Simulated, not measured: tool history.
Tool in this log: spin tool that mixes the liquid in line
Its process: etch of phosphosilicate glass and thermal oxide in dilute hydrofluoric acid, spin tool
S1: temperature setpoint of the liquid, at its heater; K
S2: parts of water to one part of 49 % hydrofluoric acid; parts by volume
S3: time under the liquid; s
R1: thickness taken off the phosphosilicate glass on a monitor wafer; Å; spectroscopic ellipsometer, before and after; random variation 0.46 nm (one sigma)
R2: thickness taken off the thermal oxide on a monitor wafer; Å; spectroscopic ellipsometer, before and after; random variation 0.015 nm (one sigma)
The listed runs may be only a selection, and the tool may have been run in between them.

run    day      S1   S2  S3      R1      R2
  1      0  296.15   60  30   929.2  23.238
  2  0.158  293.65   60  30   838.9  21.507
  3  0.342  293.15   65  30  756.13  19.073
  4  0.642  293.15   65  40  987.71  25.361
  5  1.008  292.65   70  40  921.58  23.013
  6  1.204  292.65   70  50  1146.6  28.726
  7  1.267  292.15   75  50  1009.2  26.203
  8  1.367  292.15   80  50  968.88  23.874
  9  1.692  291.65   85  50  865.45  22.604
 10  1.925  291.65   90  50  825.65  20.976
 11  2.021  291.15   95  50  757.37  19.281
 12  2.117  291.15  100  50  727.86  18.067
 13  2.204  291.15  100  50  720.15  18.034
 14  2.571  290.65  105  50   667.5  16.661
 15  2.896  290.15  110  50  611.88   15.81
 16  2.938  290.65  110  50  643.34  16.263
 17  3.208  290.15  110  50  628.69   15.83

Expected results for the next run?
 18  3.579  290.15  110  45   ?   ?

{"run 18": {"R1": 562.31, "R2": 14.127}}
